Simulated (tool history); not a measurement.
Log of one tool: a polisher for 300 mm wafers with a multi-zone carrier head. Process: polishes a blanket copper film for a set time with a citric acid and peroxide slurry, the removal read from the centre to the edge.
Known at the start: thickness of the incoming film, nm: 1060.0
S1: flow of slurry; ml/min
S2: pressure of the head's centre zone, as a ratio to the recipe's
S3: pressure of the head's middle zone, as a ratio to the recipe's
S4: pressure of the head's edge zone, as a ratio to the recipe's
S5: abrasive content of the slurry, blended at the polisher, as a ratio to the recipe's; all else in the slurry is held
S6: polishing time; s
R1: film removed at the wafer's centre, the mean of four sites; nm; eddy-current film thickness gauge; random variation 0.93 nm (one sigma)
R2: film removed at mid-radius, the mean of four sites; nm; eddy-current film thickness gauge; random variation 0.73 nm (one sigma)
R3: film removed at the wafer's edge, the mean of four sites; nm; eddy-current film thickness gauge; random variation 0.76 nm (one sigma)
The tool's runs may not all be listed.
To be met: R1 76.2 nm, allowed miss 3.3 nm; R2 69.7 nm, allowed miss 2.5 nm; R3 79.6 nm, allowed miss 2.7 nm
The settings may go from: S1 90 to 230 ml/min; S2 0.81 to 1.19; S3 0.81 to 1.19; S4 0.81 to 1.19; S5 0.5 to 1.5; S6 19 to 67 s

run	hour	S1	S2	S3	S4	S5	S6	R1	R2	R3
1	0	150	1	1	1	1	43	104.61	120.07	120.22
2	6	140	1.02	0.95	0.98	0.85	40	95.057	102.49	107.23
3	11.3	140	0.96	0.95	0.98	0.85	40	89.779	102.28	104.03
4	16.3	130	0.99	0.91	0.96	0.75	38	85.309	90.403	97.694
5	19.1	130	0.99	0.91	0.96	0.55	38	81.392	85.744	89.596
6	22.3	130	0.99	0.95	0.96	0.55	38	79.409	87.48	92.434
7	26.3	95	1.04	0.85	1.06	0.5	33	65.674	64.937	76.921
8	34.6	105	1.06	0.85	1.05	0.5	33	69.127	66.112	80.211
9	35.4	110	1.07	0.86	1.02	0.5	33	72.114	68.09	78.348

Which of these 5 next moves meets every target?
A	36.2	90	0.97	0.93	1.12	0.5	35	?	?	?
B	36.2	90	1.05	0.89	1.03	0.5	38	?	?	?
C	36.2	145	1.1	0.87	1.05	0.5	32	?	?	?
D	36.2	110	0.97	0.83	0.95	0.5	35	?	?	?
E	36.2	115	1.12	0.89	0.83	0.55	36	?	?	?

move	R1	R2	R3
A	65.242	73.071	82.879
B	76.764	76.466	86.896
C	76.207	69.979	79.184
D	68.869	69.761	80.063
E	84.219	77.87	79.909
A: further off than the last run
B: brings the result that was furthest off to its target, and leaves another outside
C: meets every target
D: further off than the last run
E: takes the result that was furthest off past its target
Answer: C
